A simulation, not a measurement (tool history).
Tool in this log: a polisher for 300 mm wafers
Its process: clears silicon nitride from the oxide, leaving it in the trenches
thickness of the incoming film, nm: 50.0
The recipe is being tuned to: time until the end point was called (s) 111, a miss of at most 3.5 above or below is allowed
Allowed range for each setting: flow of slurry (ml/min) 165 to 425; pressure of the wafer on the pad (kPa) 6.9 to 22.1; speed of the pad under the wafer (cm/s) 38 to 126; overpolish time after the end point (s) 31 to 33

| run | hour | flow of slurry (ml/min) | pressure of the wafer on the pad (kPa) | speed of the pad under the wafer (cm/s) | overpolish time after the end point (s) | time until the end point was called (s) |
|---|---|---|---|---|---|---|
| 1 | 0 | 275 | 14.5 | 82 | 31 | 89.28 |
| 2 | 2.3 | 275 | 14.5 | 70 | 31 | 102.55 |
| 3 | 11 | 210 | 14.5 | 70 | 31 | 105.81 |
| 4 | 19.3 | 210 | 14.5 | 80 | 31 | 94.963 |
| 5 | 25.2 | 205 | 13.8 | 80 | 31 | 99.922 |
| 6 | 33.2 | 205 | 13.8 | 90 | 31 | 90.587 |
| 7 | 39.2 | 200 | 13.1 | 90 | 31 | 94.652 |
| 8 | 39.9 | 200 | 12.4 | 90 | 31 | 100.27 |
| 9 | 40.7 | 200 | 11.7 | 90 | 31 | 104.68 |

Below are 5 possible settings for the next run. Only one of them brings all results inside the allowed miss of their targets. Which is it?
| A | 41.5 | 185 | 12.4 | 92 | 33 | ? |
| B | 41.5 | 175 | 11 | 92 | 32 | ? |
| C | 41.5 | 265 | 13.1 | 80 | 33 | ? |
| D | 41.5 | 220 | 11 | 96 | 31 | ? |
| E | 41.5 | 205 | 11.7 | 92 | 31 | ? |

| move | time until the end point was called (s) |
|---|---|
| A | 99.036 |
| B | 112.03 |
| C | 101.33 |
| D | 103.95 |
| E | 102.94 |
A: lands further from the targets than the last run did
B: every result within its allowed miss
C: lands further from the targets than the last run did
D: lands further from the targets than the last run did
E: lands further from the targets than the last run did
So the answer is move B, the one that meets all the targets.
